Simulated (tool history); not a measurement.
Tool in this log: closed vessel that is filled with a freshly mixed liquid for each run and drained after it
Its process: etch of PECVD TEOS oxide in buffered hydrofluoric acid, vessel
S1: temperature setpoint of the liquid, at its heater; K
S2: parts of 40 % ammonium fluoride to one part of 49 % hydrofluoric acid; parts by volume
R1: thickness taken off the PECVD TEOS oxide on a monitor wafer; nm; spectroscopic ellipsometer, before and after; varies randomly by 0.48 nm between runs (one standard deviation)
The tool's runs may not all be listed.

run 1 hour=0 | S1=296.15 S2=20 time_in_the_liquid_(s)=100 | R1=132.54
run 2 hour=1.6 | S1=296.15 S2=20 time_in_the_liquid_(s)=100 | R1=131.98
run 3 hour=7 | S1=295.15 S2=21 time_in_the_liquid_(s)=100 | R1=120.23
run 4 hour=12.6 | S1=295.15 S2=21 time_in_the_liquid_(s)=100 | R1=121.13
run 5 hour=16.9 | S1=294.15 S2=22 time_in_the_liquid_(s)=100 | R1=110.81
run 6 hour=20.4 | S1=294.15 S2=22 time_in_the_liquid_(s)=110 | R1=122.75
run 7 hour=26 | S1=293.65 S2=23 time_in_the_liquid_(s)=110 | R1=115.4
run 8 hour=29.9 | S1=293.15 S2=24 time_in_the_liquid_(s)=110 | R1=108.67
run 9 hour=31 | S1=292.65 S2=25 time_in_the_liquid_(s)=110 | R1=101.3
run 10 hour=34.2 | S1=292.15 S2=25.5 time_in_the_liquid_(s)=110 | R1=97.638
run 11 hour=38.7 | S1=291.65 S2=26 time_in_the_liquid_(s)=110 | R1=94.908
run 12 hour=46.4 | S1=291.65 S2=26.5 time_in_the_liquid_(s)=110 | R1=92.863
run 13 hour=53.7 | S1=291.65 S2=27 time_in_the_liquid_(s)=110 | R1=92.873

Run 14 has not been measured yet. What should we expect?
run 14 hour=62 | S1=291.65 S2=27.5 time_in_the_liquid_(s)=110 | R1=?

Run 14 measured R1 90.13 nm.
